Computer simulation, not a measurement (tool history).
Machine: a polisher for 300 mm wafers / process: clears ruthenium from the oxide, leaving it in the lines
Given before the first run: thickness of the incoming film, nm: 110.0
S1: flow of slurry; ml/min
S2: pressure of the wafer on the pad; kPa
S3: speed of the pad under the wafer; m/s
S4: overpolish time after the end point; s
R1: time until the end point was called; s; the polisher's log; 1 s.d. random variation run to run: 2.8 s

run 1 day=0 | S1=265 S2=11 S3=0.96 S4=16 | R1=124.74
run 2 day=0.146 | S1=315 S2=11 S3=0.96 S4=16 | R1=123.82
run 3 day=0.229 | S1=340 S2=11 S3=0.96 S4=16 | R1=129.77
run 4 day=0.283 | S1=340 S2=10.3 S3=0.96 S4=16 | R1=130.56
run 5 day=0.35 | S1=340 S2=10.3 S3=1.04 S4=16 | R1=123.72
run 6 day=0.638 | S1=340 S2=9.7 S3=1.04 S4=16 | R1=131.56

Run 7, settings as shown, results not yet in. Your forecast:
run 7 day=0.708 | S1=340 S2=9 S3=1.04 S4=16 | R1=?

Run 7 gave R1 142.06 s.
